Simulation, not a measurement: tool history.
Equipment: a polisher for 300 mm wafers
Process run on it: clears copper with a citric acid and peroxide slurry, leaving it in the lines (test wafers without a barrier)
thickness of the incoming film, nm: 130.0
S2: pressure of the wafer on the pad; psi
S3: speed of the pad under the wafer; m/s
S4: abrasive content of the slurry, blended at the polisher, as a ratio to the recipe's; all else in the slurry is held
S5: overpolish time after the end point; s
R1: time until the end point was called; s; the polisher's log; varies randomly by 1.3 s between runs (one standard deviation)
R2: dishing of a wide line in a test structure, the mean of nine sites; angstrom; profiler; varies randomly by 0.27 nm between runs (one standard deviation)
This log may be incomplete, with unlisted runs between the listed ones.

Run 1, day 0: flow of slurry (ml/min) 200, S2 2.1 psi, S3 0.92 m/s, S4 1, S5 25 s. Result: R1 111.35 s, R2 213.61 angstrom.
Run 2, day 0.146: flow of slurry (ml/min) 155, S2 2.1 psi, S3 0.92 m/s, S4 1, S5 25 s. Result: R1 115.27 s, R2 210.52 angstrom.
Run 3, day 0.246: flow of slurry (ml/min) 155, S2 2.4 psi, S3 0.92 m/s, S4 1, S5 25 s. Result: R1 102.81 s, R2 231.7 angstrom.
Run 4, day 0.367: flow of slurry (ml/min) 185, S2 2.4 psi, S3 0.92 m/s, S4 1, S5 25 s. Result: R1 97.369 s, R2 236.46 angstrom.
Run 5, day 0.683: flow of slurry (ml/min) 185, S2 2.4 psi, S3 1.14 m/s, S4 1, S5 25 s. Result: R1 81.964 s, R2 281.42 angstrom.
Run 6, day 0.708: flow of slurry (ml/min) 225, S2 2.4 psi, S3 1.14 m/s, S4 1, S5 25 s. Result: R1 79.852 s, R2 288.67 angstrom.

What does the tool deliver on the next run?
Run 7, day 0.862: flow of slurry (ml/min) 225, S2 2.2 psi, S3 1.14 m/s, S4 1, S5 25 s. Result: R1 ?, R2 ?.

Run 7 produced R1 86.631 s, R2 274.75 angstrom.

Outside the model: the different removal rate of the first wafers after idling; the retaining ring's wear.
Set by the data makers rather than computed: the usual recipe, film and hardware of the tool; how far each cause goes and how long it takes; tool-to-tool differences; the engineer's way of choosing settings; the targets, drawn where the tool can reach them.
